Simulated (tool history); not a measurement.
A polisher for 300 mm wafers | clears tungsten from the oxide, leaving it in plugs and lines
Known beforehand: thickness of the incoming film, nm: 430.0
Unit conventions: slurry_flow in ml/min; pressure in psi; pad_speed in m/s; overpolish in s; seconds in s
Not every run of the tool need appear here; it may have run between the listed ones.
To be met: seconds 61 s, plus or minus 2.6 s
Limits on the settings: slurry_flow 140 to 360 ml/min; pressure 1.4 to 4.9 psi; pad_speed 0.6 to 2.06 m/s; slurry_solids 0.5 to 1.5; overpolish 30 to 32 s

{"run": 1, "day": 0.0, "slurry_flow": 230, "pressure": 3.1, "pad_speed": 1.32, "slurry_solids": 1, "overpolish": 30, "seconds": 92.289}
{"run": 2, "day": 0.354, "slurry_flow": 230, "pressure": 3.1, "pad_speed": 1.62, "slurry_solids": 1, "overpolish": 30, "seconds": 83.101}
{"run": 3, "day": 0.442, "slurry_flow": 230, "pressure": 3.1, "pad_speed": 1.62, "slurry_solids": 1, "overpolish": 32, "seconds": 83.466}
{"run": 4, "day": 0.588, "slurry_flow": 270, "pressure": 3.1, "pad_speed": 1.62, "slurry_solids": 1, "overpolish": 32, "seconds": 81.756}
{"run": 5, "day": 0.729, "slurry_flow": 270, "pressure": 3.4, "pad_speed": 1.64, "slurry_solids": 1, "overpolish": 32, "seconds": 75.419}
{"run": 6, "day": 1.071, "slurry_flow": 270, "pressure": 3.6, "pad_speed": 1.66, "slurry_solids": 1, "overpolish": 32, "seconds": 70.397}
{"run": 7, "day": 1.188, "slurry_flow": 270, "pressure": 3.6, "pad_speed": 1.66, "slurry_solids": 1, "overpolish": 32, "seconds": 71.646}
{"day": 1.404, "done": "slurry nozzle cleaned"}
{"run": 8, "day": 1.404, "slurry_flow": 270, "pressure": 3.8, "pad_speed": 1.68, "slurry_solids": 1, "overpolish": 32, "seconds": 65.273}

Which single option among these 4 for the next run brings every result within its allowed miss of target? Just one does.
{"run": "A", "day": 1.621, "slurry_flow": 255, "pressure": 3.4, "pad_speed": 1.66, "slurry_solids": 1.05, "overpolish": 32, "seconds": "?"}
{"run": "B", "day": 1.621, "slurry_flow": 215, "pressure": 4.3, "pad_speed": 1.64, "slurry_solids": 1, "overpolish": 30, "seconds": "?"}
{"run": "C", "day": 1.621, "slurry_flow": 260, "pressure": 3.9, "pad_speed": 1.54, "slurry_solids": 0.9, "overpolish": 32, "seconds": "?"}
{"run": "D", "day": 1.621, "slurry_flow": 170, "pressure": 3.3, "pad_speed": 1.88, "slurry_solids": 1.1, "overpolish": 32, "seconds": "?"}

move=A seconds=69.976
move=B seconds=60.379
move=C seconds=67.643
move=D seconds=69.299
A: lands further from the targets than the last run did
B: every result within its allowed miss
C: lands further from the targets than the last run did
D: lands further from the targets than the last run did
B meets every target.
